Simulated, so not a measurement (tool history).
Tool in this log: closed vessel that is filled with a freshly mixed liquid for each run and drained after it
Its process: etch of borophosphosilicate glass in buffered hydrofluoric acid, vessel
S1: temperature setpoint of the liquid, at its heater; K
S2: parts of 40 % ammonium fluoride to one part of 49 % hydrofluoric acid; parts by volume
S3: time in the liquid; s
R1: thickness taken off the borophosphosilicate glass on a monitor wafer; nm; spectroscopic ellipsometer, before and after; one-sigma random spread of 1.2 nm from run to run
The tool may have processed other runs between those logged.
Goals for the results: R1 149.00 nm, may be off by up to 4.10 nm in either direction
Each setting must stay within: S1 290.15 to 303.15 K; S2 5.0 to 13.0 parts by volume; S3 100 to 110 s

Run 1, day 0.000: S1 295.15 K, S2 8.0 parts by volume, S3 100 s. Result: R1 189.61 nm.
Run 2, day 0.192: S1 296.65 K, S2 8.0 parts by volume, S3 100 s. Result: R1 208.11 nm.
Run 3, day 0.538: S1 293.65 K, S2 8.0 parts by volume, S3 100 s. Result: R1 177.71 nm.
Run 4, day 0.725: S1 293.65 K, S2 8.0 parts by volume, S3 110 s. Result: R1 194.63 nm.
Run 5, day 0.971: S1 293.65 K, S2 6.5 parts by volume, S3 110 s. Result: R1 242.89 nm.
Run 6, day 1.317: S1 293.15 K, S2 7.0 parts by volume, S3 110 s. Result: R1 216.24 nm.
Run 7, day 1.358: S1 292.65 K, S2 7.0 parts by volume, S3 110 s. Result: R1 213.89 nm.
Run 8, day 1.550: S1 292.15 K, S2 7.0 parts by volume, S3 110 s. Result: R1 208.31 nm.
Run 9, day 1.762: S1 291.65 K, S2 7.0 parts by volume, S3 110 s. Result: R1 203.37 nm.
Run 10, day 2.062: S1 291.65 K, S2 7.5 parts by volume, S3 110 s. Result: R1 185.09 nm.
Run 11, day 2.125: S1 290.65 K, S2 8.0 parts by volume, S3 110 s. Result: R1 164.98 nm.

4 next moves are on the table. One of them brings every result within its allowed miss. Which?
Run A, day 2.188: S1 291.15 K, S2 10.0 parts by volume, S3 110 s. Result: R1 ?.
Run B, day 2.188: S1 292.15 K, S2 7.5 parts by volume, S3 110 s. Result: R1 ?.
Run C, day 2.188: S1 291.15 K, S2 8.5 parts by volume, S3 105 s. Result: R1 ?.
Run D, day 2.188: S1 295.15 K, S2 10.5 parts by volume, S3 105 s. Result: R1 ?.

move      R1
   A  138.81
   B  191.78
   C  150.93
   D  157.55
A: moves the result that the last run missed by most past its target, out the other side
B: moves away from the targets compared with the last run
C: hits every target within its allowed miss
D: better than the last run, though not everything is in spec
Answer: C

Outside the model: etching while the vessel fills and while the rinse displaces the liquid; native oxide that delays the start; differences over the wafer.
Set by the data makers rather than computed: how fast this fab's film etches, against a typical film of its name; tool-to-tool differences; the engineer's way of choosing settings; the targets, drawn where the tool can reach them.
